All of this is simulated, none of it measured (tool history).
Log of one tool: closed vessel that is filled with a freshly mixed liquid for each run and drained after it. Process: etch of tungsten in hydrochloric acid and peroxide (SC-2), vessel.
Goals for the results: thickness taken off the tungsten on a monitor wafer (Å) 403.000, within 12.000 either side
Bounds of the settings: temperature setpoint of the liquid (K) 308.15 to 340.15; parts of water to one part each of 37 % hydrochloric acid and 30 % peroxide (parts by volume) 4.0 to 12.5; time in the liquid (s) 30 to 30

run,hour,temperature setpoint of the liquid (K),parts of water to one part each of 37 % hydrochloric acid and 30 % peroxide (parts by volume),time in the liquid (s),thickness taken off the tungsten on a monitor wafer (Å)
1,0.0,324.15,7.0,30,124.260
2,3.6,324.15,7.0,30,125.590
3,10.3,328.15,6.5,30,171.670
4,11.2,328.15,6.5,30,171.510
5,18.0,322.65,6.5,30,119.660
6,24.4,319.15,6.5,30,94.015
7,27.0,324.65,6.5,30,137.120
8,32.2,324.65,6.5,30,136.180
9,34.2,328.65,6.5,30,176.570
10,40.8,336.65,5.5,30,329.670
11,49.8,337.65,5.5,30,353.410
12,53.1,338.15,5.5,30,363.350
13,61.1,338.15,5.5,30,364.960
14,63.9,338.65,5.5,30,376.140
15,66.4,339.15,5.5,30,386.740

Exercise: of the 5 proposed moves below, exactly one satisfies all targets within the stated allowed misses. Which move is it?
A,68.9,336.15,5.0,30,?
B,68.9,339.65,6.0,30,?
C,68.9,337.65,4.5,30,?
D,68.9,334.15,4.0,30,?
E,68.9,335.65,4.5,30,?

move,thickness taken off the tungsten on a monitor wafer (Å)
A,343.400
B,371.960
C,405.450
D,353.920
E,358.570
A: moves away from the targets compared with the last run
B: moves away from the targets compared with the last run
C: hits every target within its allowed miss
D: moves away from the targets compared with the last run
E: moves away from the targets compared with the last run
Answer: C

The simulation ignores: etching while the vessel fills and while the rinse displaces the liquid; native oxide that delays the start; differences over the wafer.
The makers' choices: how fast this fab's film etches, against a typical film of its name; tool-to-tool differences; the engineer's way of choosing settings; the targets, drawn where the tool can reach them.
